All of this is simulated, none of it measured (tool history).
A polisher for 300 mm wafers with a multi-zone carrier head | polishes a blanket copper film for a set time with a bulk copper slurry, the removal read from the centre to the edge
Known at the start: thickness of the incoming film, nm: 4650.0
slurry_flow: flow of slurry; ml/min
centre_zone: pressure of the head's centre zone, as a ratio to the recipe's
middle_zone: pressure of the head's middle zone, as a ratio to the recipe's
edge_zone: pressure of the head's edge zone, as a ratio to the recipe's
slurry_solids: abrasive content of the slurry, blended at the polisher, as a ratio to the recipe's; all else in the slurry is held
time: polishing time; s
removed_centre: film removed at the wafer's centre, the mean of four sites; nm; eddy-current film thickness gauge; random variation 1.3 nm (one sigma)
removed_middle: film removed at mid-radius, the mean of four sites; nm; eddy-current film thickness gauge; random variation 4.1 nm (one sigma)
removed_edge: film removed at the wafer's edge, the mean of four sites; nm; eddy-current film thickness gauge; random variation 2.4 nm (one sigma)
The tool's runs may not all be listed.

run  hour  slurry_flow  centre_zone  middle_zone  edge_zone  slurry_solids  time  removed_centre  removed_middle  removed_edge
  1     0          140            1            1          1              1    35          251.01          246.75        254.56
  2   8.2          130         0.98         1.05       0.98              1    35          239.26          252.39        243.23
  3  14.9          150         0.98         1.05       0.98              1    35          244.65          268.82        252.08
  4  17.4          140         0.96         1.07       0.97              1    35          235.95          260.96        252.64
  5  23.5          155         0.96         1.07       0.97              1    35          244.34           266.7         253.5
  6  31.1          130         0.96         1.07       0.97              1    35          231.69           262.3        246.58
  7    37          125         0.96         1.09       0.96              1    35          232.58          256.17        243.57

Run 8 comes next. What will it give?
  8  42.7          145         0.86         1.19       0.86              1    35               ?               ?             ?

{"run 8": {"removed_centre": 214.36, "removed_middle": 281.85, "removed_edge": 235.35}}

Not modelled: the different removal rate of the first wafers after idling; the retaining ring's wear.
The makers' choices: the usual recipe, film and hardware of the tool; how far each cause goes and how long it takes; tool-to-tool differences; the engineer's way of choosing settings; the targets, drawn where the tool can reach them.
